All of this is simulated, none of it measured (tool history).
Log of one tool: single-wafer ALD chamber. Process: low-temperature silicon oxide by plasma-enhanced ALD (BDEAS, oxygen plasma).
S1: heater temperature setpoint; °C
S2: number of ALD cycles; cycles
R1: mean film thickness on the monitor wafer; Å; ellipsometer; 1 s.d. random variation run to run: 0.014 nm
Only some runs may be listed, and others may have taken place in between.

run 1 hour=0.0 | S1=100 S2=29 | R1=39.696
run 2 hour=4.4 | S1=100 S2=25 | R1=34.202
run 3 hour=5.5 | S1=92 S2=25 | R1=35.361
run 4 hour=11.5 | S1=99 S2=24 | R1=33.269
run 5 hour=13.5 | S1=109 S2=24 | R1=32.453
run 6 hour=17.1 | S1=103 S2=24 | R1=32.868
run 7 hour=23.8 | S1=107 S2=23 | R1=31.423
run 8 hour=30.4 | S1=110 S2=23 | R1=30.981

Forecast run 9:
run 9 hour=39.0 | S1=113 S2=23 | R1=?

R1: 30.763 Å
